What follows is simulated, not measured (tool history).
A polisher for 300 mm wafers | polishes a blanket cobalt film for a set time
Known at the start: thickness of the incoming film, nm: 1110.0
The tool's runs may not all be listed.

run,hour,flow of slurry (ml/min),pressure of the wafer on the pad (kPa),speed of the pad under the wafer (cm/s),polishing time (s),film removed (Å)
1,0,175,17.2,94,64,3227.8
2,1.6,175,17.2,94,67,3416.6
3,8.4,175,17.2,94,64,3279.7
4,12.7,175,20.7,94,64,3902.2
5,19.4,175,20.7,94,67,4095.6
6,25.9,185,22.1,94,67,4405.8
7,32.6,185,23.4,94,67,4617.6

Forecast run 8:
8,39.6,185,24.1,94,67,?

{"run 8": {"film removed (Å)": 4811.5}}
